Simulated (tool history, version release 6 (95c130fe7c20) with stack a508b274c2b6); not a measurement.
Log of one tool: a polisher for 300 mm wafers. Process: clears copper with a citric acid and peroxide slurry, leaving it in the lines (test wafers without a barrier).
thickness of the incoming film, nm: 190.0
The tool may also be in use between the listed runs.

run	hour	flow of slurry (ml/min)	pressure of the wafer on the pad (psi)	speed of the pad under the wafer (m/s)	abrasive content of the slurry	overpolish time after the end point (s)	time until the end point was called (s)	dishing of a wide line in a test structure (angstrom)
1	0	260	2.4	0.86	1	10	120.2	118.08
2	6.8	255	2.3	0.86	1	11	126.38	121.59
3	12.9	255	2.3	0.86	1	13	126.99	140.54
4	19.1	255	2.6	0.86	1	13	112.41	167.03
5	25	250	2.5	0.86	1	13	115.37	153.34
6	31.7	250	2.5	0.86	0.8	13	124.43	151.17

Run 7 comes next. What will it give?
7	36.3	225	2.3	0.86	0.75	14	?	?

Run 7 gave time until the end point was called (s) 137.14, dishing of a wide line in a test structure (angstrom) 144.22.
